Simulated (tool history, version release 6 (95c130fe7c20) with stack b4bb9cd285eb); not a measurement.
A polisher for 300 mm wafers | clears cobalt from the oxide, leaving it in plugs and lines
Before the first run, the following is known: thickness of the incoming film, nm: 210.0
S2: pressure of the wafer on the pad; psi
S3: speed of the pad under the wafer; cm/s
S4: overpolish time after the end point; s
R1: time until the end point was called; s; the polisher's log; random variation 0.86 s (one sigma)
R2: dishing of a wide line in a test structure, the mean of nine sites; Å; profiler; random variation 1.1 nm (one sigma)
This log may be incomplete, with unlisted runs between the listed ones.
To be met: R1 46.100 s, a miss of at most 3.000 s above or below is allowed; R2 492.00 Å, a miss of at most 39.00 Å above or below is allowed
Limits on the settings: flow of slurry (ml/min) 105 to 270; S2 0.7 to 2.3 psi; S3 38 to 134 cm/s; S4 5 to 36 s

run 1 hour=0.0 | flow_of_slurry_(ml/min)=175 S2=1.5 S3=86 S4=18 | R1=81.122 R2=315.47
run 2 hour=7.5 | flow_of_slurry_(ml/min)=175 S2=1.7 S3=88 S4=19 | R1=70.770 R2=344.70
run 3 hour=8.2 | flow_of_slurry_(ml/min)=175 S2=1.7 S3=88 S4=24 | R1=71.140 R2=388.65
run 4 hour=13.1 | flow_of_slurry_(ml/min)=175 S2=1.7 S3=70 S4=24 | R1=88.498 R2=341.07
run 5 hour=20.7 | flow_of_slurry_(ml/min)=175 S2=2.0 S3=70 S4=24 | R1=73.822 R2=387.66
run 6 hour=28.4 | flow_of_slurry_(ml/min)=175 S2=2.0 S3=70 S4=28 | R1=76.820 R2=415.30
run 7 hour=29.5 | flow_of_slurry_(ml/min)=175 S2=2.1 S3=76 S4=27 | R1=67.736 R2=421.51
run 8 hour=35.6 | flow_of_slurry_(ml/min)=175 S2=2.2 S3=82 S4=27 | R1=62.236 R2=457.09
run 9 hour=44.1 | flow_of_slurry_(ml/min)=175 S2=2.2 S3=88 S4=26 | R1=54.228 R2=440.76
run 10 hour=50.4 | flow_of_slurry_(ml/min)=175 S2=2.2 S3=90 S4=27 | R1=53.955 R2=454.61

4 candidate next runs follow, results not yet known. Just one meets every target within its allowed miss. Identify it.
run A hour=56.7 | flow_of_slurry_(ml/min)=190 S2=2.3 S3=98 S4=28 | R1=? R2=?
run B hour=56.7 | flow_of_slurry_(ml/min)=185 S2=2.3 S3=88 S4=30 | R1=? R2=?
run C hour=56.7 | flow_of_slurry_(ml/min)=185 S2=2.3 S3=86 S4=23 | R1=? R2=?
run D hour=56.7 | flow_of_slurry_(ml/min)=185 S2=2.3 S3=100 S4=18 | R1=? R2=?

move=A R1=48.170 R2=465.54
move=B R1=53.694 R2=461.23
move=C R1=54.906 R2=419.33
move=D R1=47.418 R2=402.20
A: in spec on every target
B: no nearer and no further than the last run
C: misses by more than the last run did
D: brings the last run's worst result on target, with another outside its allowed miss
The move that meets every target is A.

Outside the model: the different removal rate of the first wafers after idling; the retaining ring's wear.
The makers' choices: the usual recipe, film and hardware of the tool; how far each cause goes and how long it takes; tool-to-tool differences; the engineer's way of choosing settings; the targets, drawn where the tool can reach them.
